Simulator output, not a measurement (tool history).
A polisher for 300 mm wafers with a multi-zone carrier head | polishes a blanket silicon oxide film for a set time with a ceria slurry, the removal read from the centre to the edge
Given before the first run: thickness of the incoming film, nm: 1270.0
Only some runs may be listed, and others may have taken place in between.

run,hour,flow of slurry (ml/min),pressure of the head's centre zone,pressure of the head's middle zone,pressure of the head's edge zone,polishing time (s),film removed at the wafer's centre (angstrom),film removed at mid-radius (angstrom),film removed at the wafer's edge (angstrom)
1,0,230,1,1,1,49,1434.6,1454.6,1510.6
2,4.5,235,0.99,1,1.02,50,1434.8,1493.2,1508.8
3,11.1,200,0.99,1,1.02,50,1441.1,1473.9,1491.6
4,19.6,255,0.99,1,1.02,50,1466.2,1509.4,1543.2
5,25.2,255,0.99,0.96,1.02,50,1473.7,1446.7,1554.9
6,33,265,0.97,0.95,1.03,51,1474.8,1461.6,1564.7

What does the tool deliver on the next run?
7,37.2,275,0.95,0.94,1.05,52,?,?,?

{"run 7": {"film removed at the wafer's centre (angstrom)": 1477, "film removed at mid-radius (angstrom)": 1504.1, "film removed at the wafer's edge (angstrom)": 1669.1}}
